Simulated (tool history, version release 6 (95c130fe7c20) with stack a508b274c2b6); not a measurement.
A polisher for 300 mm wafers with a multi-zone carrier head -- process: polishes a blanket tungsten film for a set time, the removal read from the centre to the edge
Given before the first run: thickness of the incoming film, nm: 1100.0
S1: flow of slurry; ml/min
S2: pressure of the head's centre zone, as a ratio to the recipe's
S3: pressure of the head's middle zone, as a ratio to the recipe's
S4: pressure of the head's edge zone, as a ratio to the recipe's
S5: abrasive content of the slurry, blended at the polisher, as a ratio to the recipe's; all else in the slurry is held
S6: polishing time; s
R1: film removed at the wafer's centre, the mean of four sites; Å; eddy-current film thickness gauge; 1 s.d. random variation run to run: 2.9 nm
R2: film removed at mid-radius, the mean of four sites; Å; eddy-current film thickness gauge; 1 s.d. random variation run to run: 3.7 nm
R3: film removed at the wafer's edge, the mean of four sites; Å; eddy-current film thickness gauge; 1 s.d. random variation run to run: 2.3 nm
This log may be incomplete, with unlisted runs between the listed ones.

run  hour   S1    S2    S3    S4    S5  S6      R1      R2      R3
  1   0.0  175  1.00  1.00  1.00  1.00  50  2189.3  2170.1  2291.1
  2   4.3  185  0.99  1.02  1.03  1.05  50  2244.9  2251.2  2345.5
  3   6.5  190  0.97  1.04  1.06  1.10  50  2269.2  2447.6  2406.7
  4  14.6  190  0.91  1.04  1.06  1.10  50  2101.9  2364.1  2386.2
  5  19.8  190  0.91  1.04  1.00  1.10  50  2072.2  2327.8  2337.1
  6  21.8  190  0.91  1.04  1.00  0.95  50  2024.4  2330.4  2247.2

The next listed run, before its measurement:
  7  27.9  195  0.91  1.04  1.02  1.05  50   ?   ?   ?

Logged for run 7: R1 2030.2 Å, R2 2337.2 Å, R3 2329.2 Å.
